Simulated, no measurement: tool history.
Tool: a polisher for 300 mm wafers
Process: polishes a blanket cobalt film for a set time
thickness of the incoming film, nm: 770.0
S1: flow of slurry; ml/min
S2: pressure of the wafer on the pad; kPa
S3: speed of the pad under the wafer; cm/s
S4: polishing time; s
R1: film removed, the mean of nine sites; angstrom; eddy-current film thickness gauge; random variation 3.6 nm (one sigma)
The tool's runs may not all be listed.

Run 1, day 0: S1 275 ml/min, S2 10.3 kPa, S3 104 cm/s, S4 72 s. Result: R1 3341 angstrom.
Run 2, day 0.196: S1 275 ml/min, S2 10.3 kPa, S3 80 cm/s, S4 72 s. Result: R1 2597.4 angstrom.
Run 3, day 0.267: S1 275 ml/min, S2 10.3 kPa, S3 58 cm/s, S4 72 s. Result: R1 1918.5 angstrom.
Run 4, day 0.346: S1 275 ml/min, S2 11.7 kPa, S3 62 cm/s, S4 72 s. Result: R1 2300.1 angstrom.
Run 5, day 0.612: S1 275 ml/min, S2 13.1 kPa, S3 66 cm/s, S4 72 s. Result: R1 2602.3 angstrom.
Run 6, day 0.8: S1 275 ml/min, S2 12.4 kPa, S3 66 cm/s, S4 72 s. Result: R1 2494.8 angstrom.
Run 7, day 1.071: S1 275 ml/min, S2 13.1 kPa, S3 72 cm/s, S4 72 s. Result: R1 2856.9 angstrom.
Run 8, day 1.179: S1 275 ml/min, S2 13.8 kPa, S3 76 cm/s, S4 72 s. Result: R1 3116 angstrom.

The next listed run, before its measurement:
Run 9, day 1.446: S1 280 ml/min, S2 15.9 kPa, S3 86 cm/s, S4 72 s. Result: R1 ?.

R1: 3915.2 angstrom
